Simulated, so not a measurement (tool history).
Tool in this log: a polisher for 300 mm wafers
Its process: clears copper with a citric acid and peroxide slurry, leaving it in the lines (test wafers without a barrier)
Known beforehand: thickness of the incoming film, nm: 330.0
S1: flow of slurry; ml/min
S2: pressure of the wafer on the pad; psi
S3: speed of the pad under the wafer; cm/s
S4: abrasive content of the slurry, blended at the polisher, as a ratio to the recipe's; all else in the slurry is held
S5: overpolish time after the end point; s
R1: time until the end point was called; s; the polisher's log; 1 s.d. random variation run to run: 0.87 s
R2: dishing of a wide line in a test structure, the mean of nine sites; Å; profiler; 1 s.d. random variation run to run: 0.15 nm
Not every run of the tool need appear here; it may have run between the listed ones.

run 1 hour=0.0 | S1=235 S2=4.1 S3=106 S4=1.00 S5=10 | R1=86.140 R2=271.48
run 2 hour=5.9 | S1=280 S2=4.1 S3=106 S4=1.00 S5=10 | R1=82.866 R2=272.34
run 3 hour=8.7 | S1=280 S2=4.1 S3=106 S4=1.10 S5=10 | R1=81.850 R2=279.91
run 4 hour=16.1 | S1=300 S2=4.1 S3=106 S4=1.10 S5=10 | R1=81.593 R2=282.17
run 5 hour=23.6 | S1=295 S2=4.0 S3=106 S4=1.05 S5=9 | R1=83.735 R2=247.01
run 6 hour=24.5 | S1=290 S2=3.9 S3=106 S4=1.00 S5=8 | R1=87.864 R2=219.81
run 7 hour=31.8 | S1=300 S2=3.9 S3=106 S4=0.95 S5=7 | R1=87.492 R2=190.79
run 8 hour=37.6 | S1=300 S2=3.9 S3=106 S4=0.90 S5=7 | R1=87.397 R2=191.94
run 9 hour=40.4 | S1=300 S2=3.9 S3=106 S4=0.85 S5=6 | R1=88.401 R2=165.18
run 10 hour=48.1 | S1=300 S2=3.9 S3=106 S4=0.80 S5=6 | R1=88.743 R2=161.19

What does the tool deliver on the next run?
run 11 hour=53.4 | S1=300 S2=3.9 S3=106 S4=0.75 S5=6 | R1=? R2=?

R1: 91.770 s
R2: 160.32 Å
